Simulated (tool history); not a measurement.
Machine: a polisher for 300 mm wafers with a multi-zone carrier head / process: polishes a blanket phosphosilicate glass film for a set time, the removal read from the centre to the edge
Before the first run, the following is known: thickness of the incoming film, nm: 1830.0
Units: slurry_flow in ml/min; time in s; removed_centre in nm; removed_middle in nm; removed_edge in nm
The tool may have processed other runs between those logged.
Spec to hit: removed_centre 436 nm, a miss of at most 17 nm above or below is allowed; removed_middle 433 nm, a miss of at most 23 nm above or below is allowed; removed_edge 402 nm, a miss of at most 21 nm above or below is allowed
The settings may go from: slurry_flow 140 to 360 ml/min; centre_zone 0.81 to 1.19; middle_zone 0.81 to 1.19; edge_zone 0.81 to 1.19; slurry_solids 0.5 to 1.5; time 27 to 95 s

{"run": 1, "hour": 0.0, "slurry_flow": 230, "centre_zone": 1, "middle_zone": 1, "edge_zone": 1, "slurry_solids": 1, "time": 61, "removed_centre": 621.42, "removed_middle": 612.46, "removed_edge": 611.76}
{"run": 2, "hour": 3.7, "slurry_flow": 230, "centre_zone": 1, "middle_zone": 1.05, "edge_zone": 1, "slurry_solids": 1, "time": 61, "removed_centre": 609.08, "removed_middle": 615.21, "removed_edge": 618.91}
{"run": 3, "hour": 7.2, "slurry_flow": 230, "centre_zone": 1.08, "middle_zone": 1.05, "edge_zone": 1, "slurry_solids": 1, "time": 61, "removed_centre": 664.92, "removed_middle": 613.76, "removed_edge": 614.97}
{"run": 4, "hour": 10.6, "slurry_flow": 230, "centre_zone": 1.12, "middle_zone": 1.05, "edge_zone": 1, "slurry_solids": 1, "time": 61, "removed_centre": 698.79, "removed_middle": 627.75, "removed_edge": 604.49}
{"run": 5, "hour": 18.5, "slurry_flow": 230, "centre_zone": 1.09, "middle_zone": 1.06, "edge_zone": 0.97, "slurry_solids": 0.85, "time": 58, "removed_centre": 584.74, "removed_middle": 544.11, "removed_edge": 526.73}
{"run": 6, "hour": 22.8, "slurry_flow": 230, "centre_zone": 1.07, "middle_zone": 1.06, "edge_zone": 0.94, "slurry_solids": 0.75, "time": 57, "removed_centre": 523.37, "removed_middle": 498.74, "removed_edge": 488.29}
{"run": 7, "hour": 26.8, "slurry_flow": 235, "centre_zone": 1.08, "middle_zone": 1.12, "edge_zone": 0.84, "slurry_solids": 0.5, "time": 54, "removed_centre": 388.96, "removed_middle": 379.96, "removed_edge": 330.54}
{"run": 8, "hour": 34.8, "slurry_flow": 240, "centre_zone": 1.08, "middle_zone": 1.12, "edge_zone": 0.89, "slurry_solids": 0.5, "time": 54, "removed_centre": 393.94, "removed_middle": 375.63, "removed_edge": 338.42}
{"run": 9, "hour": 42.8, "slurry_flow": 240, "centre_zone": 1.07, "middle_zone": 1.11, "edge_zone": 0.9, "slurry_solids": 0.55, "time": 54, "removed_centre": 410.07, "removed_middle": 408.32, "removed_edge": 376.79}
{"run": 10, "hour": 46.5, "slurry_flow": 245, "centre_zone": 1.08, "middle_zone": 1.11, "edge_zone": 0.91, "slurry_solids": 0.55, "time": 54, "removed_centre": 406.42, "removed_middle": 419.14, "removed_edge": 363.24}
{"run": 11, "hour": 49.8, "slurry_flow": 240, "centre_zone": 1.08, "middle_zone": 1.09, "edge_zone": 0.93, "slurry_solids": 0.55, "time": 54, "removed_centre": 410.48, "removed_middle": 403.11, "removed_edge": 368.11}
{"run": 12, "hour": 54.6, "slurry_flow": 240, "centre_zone": 1.08, "middle_zone": 1.09, "edge_zone": 0.93, "slurry_solids": 0.55, "time": 54, "removed_centre": 410.83, "removed_middle": 406.48, "removed_edge": 367.82}

Exercise: of the 4 proposed moves below, exactly one satisfies all targets within the stated allowed misses. Which move is it?
{"run": "A", "hour": 59.4, "slurry_flow": 300, "centre_zone": 1.15, "middle_zone": 1.19, "edge_zone": 0.93, "slurry_solids": 0.5, "time": 51, "removed_centre": "?", "removed_middle": "?", "removed_edge": "?"}
{"run": "B", "hour": 59.4, "slurry_flow": 140, "centre_zone": 0.97, "middle_zone": 0.85, "edge_zone": 0.87, "slurry_solids": 1, "time": 46, "removed_centre": "?", "removed_middle": "?", "removed_edge": "?"}
{"run": "C", "hour": 59.4, "slurry_flow": 235, "centre_zone": 1.09, "middle_zone": 1, "edge_zone": 0.88, "slurry_solids": 0.6, "time": 48, "removed_centre": "?", "removed_middle": "?", "removed_edge": "?"}
{"run": "D", "hour": 59.4, "slurry_flow": 195, "centre_zone": 1.05, "middle_zone": 1.1, "edge_zone": 0.95, "slurry_solids": 0.6, "time": 56, "removed_centre": "?", "removed_middle": "?", "removed_edge": "?"}

move=A removed_centre=402.87 removed_middle=382.92 removed_edge=332.75
move=B removed_centre=420.45 removed_middle=365.63 removed_edge=416.95
move=C removed_centre=396.39 removed_middle=345.85 removed_edge=341.33
move=D removed_centre=434.89 removed_middle=426.99 removed_edge=405.45
A: further off than the last run
B: the worst result of the last run now meets its target, but another is out of spec
C: further off than the last run
D: in spec on every target
Answer: D

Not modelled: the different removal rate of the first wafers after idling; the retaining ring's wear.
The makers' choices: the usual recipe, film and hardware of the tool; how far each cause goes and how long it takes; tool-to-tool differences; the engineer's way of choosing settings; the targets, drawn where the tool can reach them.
